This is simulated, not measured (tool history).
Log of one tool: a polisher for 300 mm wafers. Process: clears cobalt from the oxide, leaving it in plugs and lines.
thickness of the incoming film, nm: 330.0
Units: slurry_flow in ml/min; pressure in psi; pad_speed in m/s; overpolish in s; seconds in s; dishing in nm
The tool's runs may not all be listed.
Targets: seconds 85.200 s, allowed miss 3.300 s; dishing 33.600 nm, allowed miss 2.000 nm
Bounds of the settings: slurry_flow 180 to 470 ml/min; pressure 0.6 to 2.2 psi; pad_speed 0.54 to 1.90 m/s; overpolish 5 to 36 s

run,hour,slurry_flow,pressure,pad_speed,overpolish,seconds,dishing
1,0.0,300,1.4,1.22,18,79.373,42.864
2,3.0,300,1.4,1.22,17,80.898,41.561
3,10.5,365,1.4,1.22,17,78.523,42.785
4,11.2,365,1.4,1.22,16,78.579,40.166
5,13.3,365,1.4,1.22,21,78.770,47.861
6,17.3,415,1.4,1.22,21,78.706,46.750
7,21.7,415,1.4,1.22,20,76.380,45.979
8,29.4,415,1.4,1.22,19,76.658,46.265
9,35.2,410,1.4,1.22,18,76.463,44.361
10,43.2,405,1.4,1.22,17,79.014,43.582
11,48.2,405,1.4,1.22,16,79.589,40.753
12,56.6,405,1.4,1.22,15,78.290,40.428
13,63.2,405,1.2,1.22,8,90.163,24.326
14,71.5,405,1.4,1.16,14,80.783,37.483

5 next moves are on the table. One of them brings every result within its allowed miss. Which?
A,79.8,465,1.6,0.86,16,?,?
B,79.8,365,1.4,1.12,12,?,?
C,79.8,415,1.5,1.04,15,?,?
D,79.8,400,1.2,1.32,16,?,?
E,79.8,450,1.2,1.18,13,?,?

move,seconds,dishing
A,96.619,37.042
B,86.555,33.273
C,86.258,38.027
D,85.181,39.628
E,94.317,33.177
A: further off than the last run
B: meets every target
C: further off than the last run
D: further off than the last run
E: brings the result that was furthest off to its target, and leaves another outside
The right move is B.

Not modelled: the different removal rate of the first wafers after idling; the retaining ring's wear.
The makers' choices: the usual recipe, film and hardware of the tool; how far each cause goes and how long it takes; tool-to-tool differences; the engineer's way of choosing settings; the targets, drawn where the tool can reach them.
